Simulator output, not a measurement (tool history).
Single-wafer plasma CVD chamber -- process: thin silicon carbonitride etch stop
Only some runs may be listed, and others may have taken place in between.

run	hour	RF power (kW)	deposition time (s)	mean film thickness on the monitor wafer (nm)
1	0.0	0.180	16.0	7.7361
2	4.8	0.170	15.5	7.5469
3	12.4	0.170	14.8	7.0406
4	20.6	0.165	14.5	6.8899
5	24.9	0.160	14.3	6.7851
# hour 33.0: thermocouple changed; heater temperature recalibrated
6	33.0	0.185	14.3	7.0031

Predict the results of run 7:
7	41.6	0.180	14.1	?

mean film thickness on the monitor wafer (nm): 6.8380

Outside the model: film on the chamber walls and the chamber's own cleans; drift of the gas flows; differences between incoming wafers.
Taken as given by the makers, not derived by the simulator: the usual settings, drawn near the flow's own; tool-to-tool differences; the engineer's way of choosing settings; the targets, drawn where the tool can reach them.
